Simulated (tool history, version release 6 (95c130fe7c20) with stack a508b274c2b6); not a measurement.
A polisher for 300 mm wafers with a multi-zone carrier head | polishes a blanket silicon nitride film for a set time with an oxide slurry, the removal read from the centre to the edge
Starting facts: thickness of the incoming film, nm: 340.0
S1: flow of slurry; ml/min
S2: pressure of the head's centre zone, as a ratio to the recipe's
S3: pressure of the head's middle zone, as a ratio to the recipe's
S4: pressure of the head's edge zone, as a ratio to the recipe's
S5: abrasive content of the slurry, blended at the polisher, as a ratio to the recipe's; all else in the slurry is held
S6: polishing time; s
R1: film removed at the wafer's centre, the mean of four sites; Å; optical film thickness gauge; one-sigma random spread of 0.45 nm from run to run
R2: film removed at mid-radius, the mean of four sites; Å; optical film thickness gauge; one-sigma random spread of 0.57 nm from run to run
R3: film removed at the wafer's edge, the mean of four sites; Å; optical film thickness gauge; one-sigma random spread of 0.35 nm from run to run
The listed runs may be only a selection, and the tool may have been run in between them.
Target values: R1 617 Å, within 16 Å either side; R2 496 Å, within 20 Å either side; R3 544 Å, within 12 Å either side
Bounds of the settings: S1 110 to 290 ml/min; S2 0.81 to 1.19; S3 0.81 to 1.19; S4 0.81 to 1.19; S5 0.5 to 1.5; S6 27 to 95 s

run 1 day=0 | S1=185 S2=1 S3=1 S4=1 S5=1 S6=61 | R1=321.38 R2=320.79 R3=330.72
run 2 day=0.233 | S1=185 S2=1 S3=1 S4=1 S5=1.2 S6=61 | R1=339.26 R2=349.11 R3=353.62
run 3 day=0.35 | S1=205 S2=1.05 S3=0.98 S4=1.02 S5=1.25 S6=64 | R1=391.28 R2=366.84 R3=381.45
run 4 day=0.638 | S1=205 S2=1.05 S3=0.98 S4=1.02 S5=1.4 S6=64 | R1=404.52 R2=379.9 R3=400.89
run 5 day=0.767 | S1=215 S2=1.08 S3=0.99 S4=1.05 S5=1.4 S6=67 | R1=439.6 R2=409.71 R3=433.86
run 6 day=1.075 | S1=215 S2=1.08 S3=0.99 S4=1.05 S5=1.25 S6=67 | R1=424.84 R2=387.69 R3=406.13
-- day=1.275 slurry nozzle cleaned
run 7 day=1.275 | S1=225 S2=1.11 S3=0.99 S4=1.07 S5=1.3 S6=69 | R1=468.61 R2=417.3 R3=445.07
run 8 day=1.425 | S1=275 S2=1.19 S3=0.96 S4=1.06 S5=1.5 S6=72 | R1=569.01 R2=464.07 R3=491.18

Pick the move, out of 5, that brings all results within their allowed miss; only one does.
run A day=1.575 | S1=260 S2=1.06 S3=1.07 S4=1.1 S5=1.5 S6=73 | R1=? R2=? R3=?
run B day=1.575 | S1=270 S2=1.18 S3=0.93 S4=1.07 S5=1.5 S6=79 | R1=? R2=? R3=?
run C day=1.575 | S1=280 S2=1.12 S3=1.04 S4=1.03 S5=1.5 S6=76 | R1=? R2=? R3=?
run D day=1.575 | S1=230 S2=1 S3=1.09 S4=1.09 S5=1.5 S6=78 | R1=? R2=? R3=?
run E day=1.575 | S1=225 S2=1.12 S3=0.89 S4=1.15 S5=1.45 S6=82 | R1=? R2=? R3=?

move=A R1=507.01 R2=508.33 R3=511.01
move=B R1=613.19 R2=504.91 R3=547.6
move=C R1=562.12 R2=523.07 R3=517.7
move=D R1=504.16 R2=543.36 R3=538.55
move=E R1=585.05 R2=495.43 R3=575.21
A: misses by more than the last run did
B: meets every target
C: an improvement on the last run, though not all results are within tolerance
D: corrects the largest miss of the last run, while another result sits out of spec
E: carries the result that was furthest off beyond its target, to the other side
B is the move that brings every result within its allowed miss.
